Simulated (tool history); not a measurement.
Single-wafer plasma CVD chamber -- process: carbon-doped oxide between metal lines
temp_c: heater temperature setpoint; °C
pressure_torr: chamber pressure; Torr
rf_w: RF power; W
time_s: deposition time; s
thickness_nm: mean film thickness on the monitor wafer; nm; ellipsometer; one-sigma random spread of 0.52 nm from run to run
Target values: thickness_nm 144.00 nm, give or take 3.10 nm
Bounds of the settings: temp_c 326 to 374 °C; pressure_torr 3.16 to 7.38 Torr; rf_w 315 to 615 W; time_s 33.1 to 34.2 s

{"run": 1, "hour": 0.0, "temp_c": 350, "pressure_torr": 5.27, "rf_w": 465, "time_s": 33.1, "thickness_nm": 164.47}
{"run": 2, "hour": 6.1, "temp_c": 341, "pressure_torr": 5.27, "rf_w": 465, "time_s": 33.1, "thickness_nm": 168.53}
{"run": 3, "hour": 13.1, "temp_c": 336, "pressure_torr": 5.27, "rf_w": 465, "time_s": 33.1, "thickness_nm": 170.88}
{"run": 4, "hour": 21.9, "temp_c": 340, "pressure_torr": 4.84, "rf_w": 445, "time_s": 33.1, "thickness_nm": 163.18}
{"run": 5, "hour": 28.9, "temp_c": 340, "pressure_torr": 4.84, "rf_w": 475, "time_s": 33.1, "thickness_nm": 169.06}
{"run": 6, "hour": 35.4, "temp_c": 344, "pressure_torr": 4.42, "rf_w": 455, "time_s": 33.1, "thickness_nm": 162.55}
{"run": 7, "hour": 41.8, "temp_c": 347, "pressure_torr": 4.23, "rf_w": 435, "time_s": 33.1, "thickness_nm": 155.17}
{"run": 8, "hour": 49.0, "temp_c": 350, "pressure_torr": 4.02, "rf_w": 430, "time_s": 33.1, "thickness_nm": 152.47}
{"run": 9, "hour": 50.7, "temp_c": 352, "pressure_torr": 3.87, "rf_w": 425, "time_s": 33.1, "thickness_nm": 149.67}
{"run": 10, "hour": 57.8, "temp_c": 353, "pressure_torr": 3.77, "rf_w": 420, "time_s": 33.1, "thickness_nm": 148.58}

5 candidate next runs follow, results not yet known. Just one meets every target within its allowed miss. Identify it.
{"run": "A", "hour": 64.9, "temp_c": 355, "pressure_torr": 4.38, "rf_w": 410, "time_s": 33.8, "thickness_nm": "?"}
{"run": "B", "hour": 64.9, "temp_c": 354, "pressure_torr": 4.08, "rf_w": 425, "time_s": 33.5, "thickness_nm": "?"}
{"run": "C", "hour": 64.9, "temp_c": 332, "pressure_torr": 4.56, "rf_w": 360, "time_s": 33.2, "thickness_nm": "?"}
{"run": "D", "hour": 64.9, "temp_c": 354, "pressure_torr": 4.1, "rf_w": 445, "time_s": 33.1, "thickness_nm": "?"}
{"run": "E", "hour": 64.9, "temp_c": 359, "pressure_torr": 3.31, "rf_w": 445, "time_s": 33.8, "thickness_nm": "?"}

move=A thickness_nm=150.93
move=B thickness_nm=152.26
move=C thickness_nm=145.38
move=D thickness_nm=155.06
move=E thickness_nm=153.27
A: further off than the last run
B: further off than the last run
C: meets every target
D: further off than the last run
E: further off than the last run
So the answer is move C, the one that meets all the targets.

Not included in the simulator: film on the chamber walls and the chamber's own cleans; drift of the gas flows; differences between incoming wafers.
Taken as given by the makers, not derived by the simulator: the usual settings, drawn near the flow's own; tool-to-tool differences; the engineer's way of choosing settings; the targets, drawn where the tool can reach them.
